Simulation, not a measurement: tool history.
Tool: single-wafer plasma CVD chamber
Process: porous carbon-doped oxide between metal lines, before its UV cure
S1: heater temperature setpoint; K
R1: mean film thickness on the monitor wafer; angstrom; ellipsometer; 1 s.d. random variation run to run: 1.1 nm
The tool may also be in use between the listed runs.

Run 1, hour 0: S1 563.15 K, RF power (W) 645, deposition time (s) 34.2. Result: R1 2286.2 angstrom.
Run 2, hour 2.8: S1 567.15 K, RF power (W) 645, deposition time (s) 34.2. Result: R1 2238 angstrom.
Run 3, hour 4.7: S1 566.15 K, RF power (W) 645, deposition time (s) 34.2. Result: R1 2256 angstrom.
Run 4, hour 7.5: S1 557.15 K, RF power (W) 645, deposition time (s) 34.2. Result: R1 2360.4 angstrom.
Run 5, hour 16.2: S1 556.15 K, RF power (W) 645, deposition time (s) 34.2. Result: R1 2392.7 angstrom.
Run 6, hour 22.5: S1 560.15 K, RF power (W) 645, deposition time (s) 34.2. Result: R1 2325.9 angstrom.

Run 7, settings as shown, results not yet in. Your forecast:
Run 7, hour 27.7: S1 559.15 K, RF power (W) 645, deposition time (s) 34.2. Result: R1 ?.

{"run 7": {"R1": 2341.4}}
